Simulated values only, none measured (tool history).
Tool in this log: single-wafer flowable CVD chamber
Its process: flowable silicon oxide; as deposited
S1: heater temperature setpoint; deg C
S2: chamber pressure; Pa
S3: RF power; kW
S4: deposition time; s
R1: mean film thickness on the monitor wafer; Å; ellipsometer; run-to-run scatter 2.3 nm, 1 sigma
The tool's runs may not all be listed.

Run 1, hour 0.0: S1 90 deg C, S2 89.7 Pa, S3 1.820 kW, S4 820 s. Result: R1 5899.1 Å.
Run 2, hour 8.6: S1 87 deg C, S2 89.7 Pa, S3 1.820 kW, S4 820 s. Result: R1 6364.7 Å.
Run 3, hour 11.4: S1 87 deg C, S2 82.0 Pa, S3 1.820 kW, S4 820 s. Result: R1 5852.9 Å.
Run 4, hour 13.0: S1 87 deg C, S2 82.0 Pa, S3 1.605 kW, S4 820 s. Result: R1 5675.9 Å.
Run 5, hour 17.9: S1 84 deg C, S2 82.1 Pa, S3 1.605 kW, S4 820 s. Result: R1 6172.7 Å.
Run 6, hour 20.7: S1 84 deg C, S2 82.1 Pa, S3 1.605 kW, S4 847 s. Result: R1 6367.4 Å.
Run 7, hour 29.0: S1 82 deg C, S2 82.1 Pa, S3 1.605 kW, S4 847 s. Result: R1 6695.0 Å.
Run 8, hour 33.6: S1 80 deg C, S2 82.1 Pa, S3 1.605 kW, S4 847 s. Result: R1 7061.9 Å.
Run 9, hour 41.8: S1 79 deg C, S2 82.1 Pa, S3 1.605 kW, S4 847 s. Result: R1 7264.3 Å.

Run 10 is up next; what results do you expect?
Run 10, hour 50.9: S1 78 deg C, S2 82.1 Pa, S3 1.605 kW, S4 847 s. Result: R1 ?.

Run 10 gave R1 7445.1 Å.
